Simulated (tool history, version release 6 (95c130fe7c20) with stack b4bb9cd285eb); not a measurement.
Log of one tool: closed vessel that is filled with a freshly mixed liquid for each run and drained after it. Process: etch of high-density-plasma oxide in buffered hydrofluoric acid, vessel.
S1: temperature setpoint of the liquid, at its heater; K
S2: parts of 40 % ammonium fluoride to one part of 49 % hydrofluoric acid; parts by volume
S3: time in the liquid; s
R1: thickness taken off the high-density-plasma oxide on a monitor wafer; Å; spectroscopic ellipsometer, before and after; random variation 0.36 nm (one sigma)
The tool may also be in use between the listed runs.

{"run": 1, "hour": 0.0, "S1": 297.15, "S2": 14.5, "S3": 85, "R1": 689.67}
{"run": 2, "hour": 7.5, "S1": 296.15, "S2": 14.5, "S3": 85, "R1": 649.06}
{"run": 3, "hour": 13.0, "S1": 296.15, "S2": 14.5, "S3": 85, "R1": 656.07}
{"run": 4, "hour": 16.8, "S1": 299.65, "S2": 14.5, "S3": 85, "R1": 790.46}
{"run": 5, "hour": 22.2, "S1": 302.65, "S2": 14.5, "S3": 85, "R1": 930.04}
{"run": 6, "hour": 29.0, "S1": 302.65, "S2": 14.5, "S3": 85, "R1": 922.34}
{"run": 7, "hour": 37.3, "S1": 301.15, "S2": 15.0, "S3": 85, "R1": 831.55}
{"run": 8, "hour": 38.0, "S1": 299.65, "S2": 15.0, "S3": 85, "R1": 765.24}
{"run": 9, "hour": 40.7, "S1": 298.15, "S2": 15.0, "S3": 85, "R1": 712.67}
{"run": 10, "hour": 43.2, "S1": 297.15, "S2": 15.5, "S3": 85, "R1": 633.88}
{"run": 11, "hour": 45.9, "S1": 293.15, "S2": 16.0, "S3": 85, "R1": 499.38}
{"run": 12, "hour": 52.1, "S1": 293.15, "S2": 16.0, "S3": 85, "R1": 507.12}
{"run": 13, "hour": 60.5, "S1": 292.65, "S2": 16.0, "S3": 85, "R1": 489.05}

The next listed run, before its measurement:
{"run": 14, "hour": 67.6, "S1": 292.15, "S2": 16.0, "S3": 85, "R1": "?"}

{"run 14": {"R1": 476.59}}
